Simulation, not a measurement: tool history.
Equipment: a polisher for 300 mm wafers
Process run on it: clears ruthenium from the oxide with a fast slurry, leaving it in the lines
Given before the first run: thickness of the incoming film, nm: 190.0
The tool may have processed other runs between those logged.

run	hour	flow of slurry (ml/min)	pressure of the wafer on the pad (kPa)	speed of the pad under the wafer (m/s)	abrasive content of the slurry	overpolish time after the end point (s)	time until the end point was called (s)	dishing of a wide line in a test structure (Å)
1	0	275	19.3	0.82	1	9	55.041	286.72
2	3.7	245	19.3	0.82	1	9	55.164	283.39
3	7.8	230	18.6	0.8	1	8	59.318	240.71
4	9.6	170	18.6	0.8	1	8	59.922	233.41
# hour 10.3: worn pad replaced by a new one
5	10.3	170	18.6	0.62	1	8	73.458	189.93
6	19.1	170	18.6	0.56	1.1	7	78.082	163.84

Predict the results of run 7:
7	26.9	170	20.7	0.52	0.95	6	?	?

Run 7 produced time until the end point was called (s) 82.134, dishing of a wide line in a test structure (Å) 134.66.

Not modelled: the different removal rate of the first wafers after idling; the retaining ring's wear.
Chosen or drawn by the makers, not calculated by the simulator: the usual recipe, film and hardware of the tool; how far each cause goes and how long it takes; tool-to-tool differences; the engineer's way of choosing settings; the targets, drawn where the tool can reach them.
